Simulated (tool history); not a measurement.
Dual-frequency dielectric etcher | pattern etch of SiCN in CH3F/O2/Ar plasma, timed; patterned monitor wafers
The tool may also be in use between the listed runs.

run,day,source power (kW),bias power (kW),etch time (s),mean etch depth across the wafer (Å)
1,0,0.42,0.068,144,618.94
2,0.129,0.38,0.068,144,582.01
3,0.442,0.42,0.069,144,624.33
4,0.712,0.45,0.069,144,651.99
5,0.838,0.38,0.069,144,586.49
6,1.121,0.38,0.06,144,555.85
7,1.371,0.43,0.06,144,600.35
8,1.629,0.51,0.062,144,670.19

The next listed run, before its measurement:
9,1.721,0.52,0.062,144,?

mean etch depth across the wafer (Å): 680.79
